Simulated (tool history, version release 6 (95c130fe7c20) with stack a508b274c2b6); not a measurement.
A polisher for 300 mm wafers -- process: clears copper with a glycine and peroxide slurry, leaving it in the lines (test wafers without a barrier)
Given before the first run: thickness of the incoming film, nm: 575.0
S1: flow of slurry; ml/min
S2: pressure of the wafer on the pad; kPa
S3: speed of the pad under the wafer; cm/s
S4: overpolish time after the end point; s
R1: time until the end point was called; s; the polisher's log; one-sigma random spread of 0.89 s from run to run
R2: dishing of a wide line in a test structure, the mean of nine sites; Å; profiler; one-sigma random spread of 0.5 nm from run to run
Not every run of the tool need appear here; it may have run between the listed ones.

Run 1, day 0.000: S1 185 ml/min, S2 21.4 kPa, S3 118 cm/s, S4 18 s. Result: R1 101.83 s, R2 508.43 Å.
Run 2, day 0.254: S1 185 ml/min, S2 21.4 kPa, S3 92 cm/s, S4 18 s. Result: R1 125.68 s, R2 444.41 Å.
Run 3, day 0.404: S1 185 ml/min, S2 17.2 kPa, S3 92 cm/s, S4 18 s. Result: R1 144.43 s, R2 401.51 Å.
Run 4, day 0.517: S1 185 ml/min, S2 20.0 kPa, S3 92 cm/s, S4 18 s. Result: R1 131.72 s, R2 437.86 Å.
At day 0.642: head pressure recalibrated.
Run 5, day 0.642: S1 185 ml/min, S2 20.0 kPa, S3 64 cm/s, S4 18 s. Result: R1 167.51 s, R2 376.81 Å.
Run 6, day 0.662: S1 175 ml/min, S2 22.1 kPa, S3 74 cm/s, S4 15 s. Result: R1 142.35 s, R2 358.08 Å.

Predict the results of run 7:
Run 7, day 0.912: S1 175 ml/min, S2 28.3 kPa, S3 80 cm/s, S4 6 s. Result: R1 ?, R2 ?.

Logged for run 7: R1 109.62 s, R2 202.24 Å.
